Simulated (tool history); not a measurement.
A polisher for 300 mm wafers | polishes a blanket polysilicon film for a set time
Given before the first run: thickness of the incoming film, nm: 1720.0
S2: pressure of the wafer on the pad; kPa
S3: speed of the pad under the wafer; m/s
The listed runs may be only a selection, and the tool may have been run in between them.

run 1 hour=0 | flow_of_slurry_(ml/min)=195 S2=15.9 S3=0.82 polishing_time_(s)=31 | film_removed_(nm)=202.27
run 2 hour=6 | flow_of_slurry_(ml/min)=190 S2=15.2 S3=0.82 polishing_time_(s)=31 | film_removed_(nm)=196.46
run 3 hour=11.9 | flow_of_slurry_(ml/min)=190 S2=14.5 S3=0.82 polishing_time_(s)=31 | film_removed_(nm)=185.66
run 4 hour=16.2 | flow_of_slurry_(ml/min)=190 S2=14.5 S3=0.98 polishing_time_(s)=31 | film_removed_(nm)=216.4
run 5 hour=25.1 | flow_of_slurry_(ml/min)=190 S2=14.5 S3=0.98 polishing_time_(s)=31 | film_removed_(nm)=218.14
run 6 hour=27.4 | flow_of_slurry_(ml/min)=190 S2=14.5 S3=0.9 polishing_time_(s)=31 | film_removed_(nm)=204.47

Run 7, settings as shown, results not yet in. Your forecast:
run 7 hour=29.1 | flow_of_slurry_(ml/min)=190 S2=13.8 S3=0.9 polishing_time_(s)=31 | film_removed_(nm)=?

{"run 7": {"film removed (nm)": 193.4}}

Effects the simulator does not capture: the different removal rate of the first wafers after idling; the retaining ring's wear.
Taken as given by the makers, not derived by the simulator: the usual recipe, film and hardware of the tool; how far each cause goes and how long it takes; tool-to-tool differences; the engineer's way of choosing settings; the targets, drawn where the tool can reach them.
